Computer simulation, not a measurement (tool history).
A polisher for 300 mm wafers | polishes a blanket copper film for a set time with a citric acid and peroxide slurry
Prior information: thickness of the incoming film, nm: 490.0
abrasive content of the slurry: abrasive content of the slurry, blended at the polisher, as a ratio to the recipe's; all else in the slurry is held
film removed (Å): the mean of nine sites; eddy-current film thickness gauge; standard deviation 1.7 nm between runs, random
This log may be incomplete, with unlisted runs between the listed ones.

| run | hour | flow of slurry (ml/min) | pressure of the wafer on the pad (kPa) | speed of the pad under the wafer (cm/s) | abrasive content of the slurry | polishing time (s) | film removed (Å) |
|---|---|---|---|---|---|---|---|
| 1 | 0 | 200 | 19.3 | 88 | 1 | 79 | 1656.7 |
| 2 | 8.4 | 200 | 19.3 | 72 | 1 | 79 | 1364.2 |
| 3 | 16.1 | 200 | 14.5 | 72 | 1 | 79 | 1031.5 |
| 4 | 24.1 | 200 | 14.5 | 72 | 1 | 83 | 1081.6 |
| 5 | 24.9 | 180 | 14.5 | 72 | 1 | 83 | 1052 |
| 6 | 28.7 | 180 | 14.5 | 86 | 1 | 83 | 1274.2 |

Run 7 has not been measured yet. What should we expect?
| 7 | 36.9 | 195 | 16.5 | 86 | 1 | 83 | ? |

Run 7 gave film removed (Å) 1463.2.
